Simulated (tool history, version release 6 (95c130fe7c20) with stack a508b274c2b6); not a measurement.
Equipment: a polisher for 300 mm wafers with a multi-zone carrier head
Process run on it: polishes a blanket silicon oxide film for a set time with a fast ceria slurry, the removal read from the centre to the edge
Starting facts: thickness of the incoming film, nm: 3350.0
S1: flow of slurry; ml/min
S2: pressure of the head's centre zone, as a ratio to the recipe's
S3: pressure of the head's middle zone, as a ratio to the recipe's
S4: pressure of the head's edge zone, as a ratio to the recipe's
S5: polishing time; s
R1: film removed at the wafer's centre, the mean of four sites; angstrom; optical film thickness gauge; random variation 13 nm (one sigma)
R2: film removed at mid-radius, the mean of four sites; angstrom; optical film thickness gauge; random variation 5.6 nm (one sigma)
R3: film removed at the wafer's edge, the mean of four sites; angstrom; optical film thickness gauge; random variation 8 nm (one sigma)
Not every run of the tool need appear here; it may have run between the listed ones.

run  hour   S1    S2    S3    S4  S5      R1      R2      R3
  1   0.0  160  1.00  1.00  1.00  59  6176.9  6056.9  6074.1
  2   4.3  170  1.03  1.01  1.04  63  6704.6  6575.8  6758.1
  3   7.1  195  1.03  1.01  1.04  63  6848.2  6695.4  6836.2
  4   9.2  195  1.03  1.01  0.96  63  6925.2  6721.1  6463.0
  5  14.0  230  1.03  1.01  0.96  63  7345.6  6839.8  6547.3
  6  22.3  230  1.03  1.01  0.96  76  8743.2  8175.3  7936.1
  7  24.5  230  1.04  1.01  0.98  76  8361.0  8155.9  8129.1
  8  28.1  235  1.06  1.00  0.98  77  8952.8  8223.1  8128.8

What does the tool deliver on the next run?
  9  32.1  235  1.06  0.99  1.00  77   ?   ?   ?

Run 9 gave R1 9043.3 angstrom, R2 8199.8 angstrom, R3 8258.5 angstrom.
